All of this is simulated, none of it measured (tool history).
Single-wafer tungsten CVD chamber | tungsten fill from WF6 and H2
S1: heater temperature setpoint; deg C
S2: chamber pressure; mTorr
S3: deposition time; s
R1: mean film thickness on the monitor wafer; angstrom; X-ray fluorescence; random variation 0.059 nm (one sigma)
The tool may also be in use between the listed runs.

| run | day | S1 | S2 | S3 | R1 |
|---|---|---|---|---|---|
| 1 | 0.000 | 380 | 33300 | 14.9 | 346.39 |
| 2 | 0.292 | 376 | 33100 | 14.9 | 316.98 |
| 3 | 0.312 | 376 | 30000 | 14.9 | 307.64 |
| 4 | 0.617 | 376 | 35600 | 14.9 | 324.40 |
| 5 | 0.812 | 373 | 35400 | 14.9 | 300.34 |
| 6 | 1.154 | 366 | 35400 | 14.9 | 253.29 |
| 7 | 1.388 | 365 | 35300 | 14.9 | 246.29 |
| 8 | 1.542 | 364 | 35300 | 14.9 | 241.61 |
| 9 | 1.792 | 363 | 35300 | 14.9 | 234.28 |

Forecast run 10:
| 10 | 2.008 | 362 | 35300 | 14.9 | ? |

Run 10 gave R1 229.58 angstrom.
